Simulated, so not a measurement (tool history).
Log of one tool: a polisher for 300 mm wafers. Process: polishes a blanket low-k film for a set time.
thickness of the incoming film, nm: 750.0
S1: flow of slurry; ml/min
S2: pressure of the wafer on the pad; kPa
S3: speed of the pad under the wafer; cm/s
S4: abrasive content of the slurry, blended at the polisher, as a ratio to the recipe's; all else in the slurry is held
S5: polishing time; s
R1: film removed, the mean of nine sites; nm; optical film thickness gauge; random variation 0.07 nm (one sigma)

run 1 hour=0.0 | S1=190 S2=15.2 S3=96 S4=1.00 S5=21 | R1=9.2397
run 2 hour=6.4 | S1=190 S2=13.8 S3=96 S4=1.00 S5=21 | R1=8.4445
run 3 hour=13.0 | S1=190 S2=13.8 S3=96 S4=1.15 S5=21 | R1=8.7699
run 4 hour=18.0 | S1=190 S2=15.2 S3=96 S4=1.15 S5=21 | R1=9.4102
run 5 hour=25.5 | S1=190 S2=17.2 S3=96 S4=1.15 S5=21 | R1=10.8630
run 6 hour=27.8 | S1=220 S2=17.2 S3=96 S4=1.15 S5=21 | R1=11.1790

Forecast run 7:
run 7 hour=30.7 | S1=215 S2=15.2 S3=96 S4=1.15 S5=21 | R1=?

Run 7 gave R1 9.6415 nm.
